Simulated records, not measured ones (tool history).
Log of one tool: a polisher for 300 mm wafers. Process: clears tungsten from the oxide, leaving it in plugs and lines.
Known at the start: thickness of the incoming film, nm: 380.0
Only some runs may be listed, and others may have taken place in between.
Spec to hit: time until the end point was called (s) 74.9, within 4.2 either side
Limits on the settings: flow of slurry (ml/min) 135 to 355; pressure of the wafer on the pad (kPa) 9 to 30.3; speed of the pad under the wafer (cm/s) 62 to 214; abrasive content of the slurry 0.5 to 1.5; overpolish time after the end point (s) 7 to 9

run,hour,flow of slurry (ml/min),pressure of the wafer on the pad (kPa),speed of the pad under the wafer (cm/s),abrasive content of the slurry,overpolish time after the end point (s),time until the end point was called (s)
1,0,225,19.3,138,1,9,107.43
2,0.9,225,19.3,124,1,9,118.18
3,3,225,19.3,124,0.9,9,119.73
4,11.9,225,19.3,124,0.8,9,120.09
5,16.1,225,21.4,126,0.8,9,110.39
6,22.5,225,22.8,128,0.8,9,104.16
7,31,225,24.1,130,0.8,9,97.056
8,34.4,225,25.5,132,0.8,9,88.301
9,36.7,225,26.2,132,0.8,9,88.223
10,45.6,225,26.9,132,0.8,9,83.786
11,50.5,225,27.6,132,0.8,9,82.35

Exactly one of the 5 candidate moves below puts every result within its allowed miss. Which one?
A,55.4,230,22.8,148,0.95,9,?
B,55.4,275,30.3,150,1.05,7,?
C,55.4,200,26.9,136,0.8,9,?
D,55.4,240,26.9,134,0.75,8,?
E,55.4,200,30.3,144,0.65,9,?

move,time until the end point was called (s)
A,88.686
B,65.051
C,85.087
D,84.884
E,74.995
A: misses by more than the last run did
B: the result that was furthest off in the last run now lies on the other side of its target
C: misses by more than the last run did
D: misses by more than the last run did
E: every result within its allowed miss
Correct choice: E, which meets every target

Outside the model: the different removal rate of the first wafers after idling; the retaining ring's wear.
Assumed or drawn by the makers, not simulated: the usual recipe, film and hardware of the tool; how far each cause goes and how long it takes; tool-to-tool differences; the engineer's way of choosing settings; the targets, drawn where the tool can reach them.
